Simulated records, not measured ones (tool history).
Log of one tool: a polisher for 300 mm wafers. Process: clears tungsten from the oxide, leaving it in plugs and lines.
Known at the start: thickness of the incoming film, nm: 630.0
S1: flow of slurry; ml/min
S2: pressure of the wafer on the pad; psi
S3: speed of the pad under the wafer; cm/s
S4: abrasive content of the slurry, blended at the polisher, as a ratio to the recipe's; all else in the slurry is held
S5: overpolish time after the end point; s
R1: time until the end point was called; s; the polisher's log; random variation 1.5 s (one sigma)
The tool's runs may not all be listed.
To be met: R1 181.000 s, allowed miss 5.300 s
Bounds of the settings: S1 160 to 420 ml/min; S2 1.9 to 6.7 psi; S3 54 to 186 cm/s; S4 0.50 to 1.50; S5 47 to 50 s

| run | day | S1 | S2 | S3 | S4 | S5 | R1 |
|---|---|---|---|---|---|---|---|
| 1 | 0.000 | 270 | 4.3 | 118 | 1.00 | 47 | 97.491 |
| 2 | 0.258 | 270 | 4.3 | 118 | 1.05 | 47 | 94.188 |
| 3 | 0.346 | 320 | 4.3 | 118 | 1.05 | 47 | 92.561 |
| 4 | 0.521 | 315 | 3.9 | 116 | 1.05 | 47 | 104.960 |
| 5 | 0.608 | 310 | 3.6 | 116 | 1.05 | 47 | 113.370 |
| 6 | 0.971 | 375 | 3.6 | 116 | 1.05 | 47 | 111.440 |
| 7 | 1.004 | 375 | 3.3 | 114 | 1.05 | 47 | 120.710 |
| 8 | 1.146 | 375 | 3.1 | 112 | 1.05 | 47 | 132.210 |
| 9 | 1.167 | 375 | 2.9 | 112 | 1.05 | 47 | 141.250 |
| 10 | 1.254 | 360 | 1.9 | 112 | 1.05 | 47 | 210.390 |
| 11 | 1.321 | 365 | 1.9 | 112 | 1.05 | 47 | 212.130 |

Which of these 5 next moves meets every target?
| A | 1.388 | 360 | 2.3 | 94 | 0.90 | 47 | ? |
| B | 1.388 | 275 | 2.6 | 70 | 0.95 | 47 | ? |
| C | 1.388 | 340 | 2.1 | 116 | 1.15 | 50 | ? |
| D | 1.388 | 335 | 2.0 | 120 | 1.00 | 47 | ? |
| E | 1.388 | 420 | 2.2 | 78 | 1.10 | 47 | ? |

| move | R1 |
|---|---|
| A | 219.710 |
| B | 260.050 |
| C | 180.580 |
| D | 191.860 |
| E | 253.300 |
A: further off than the last run
B: further off than the last run
C: meets every target
D: nearer than the last run, and not there yet
E: further off than the last run
The right move is C.
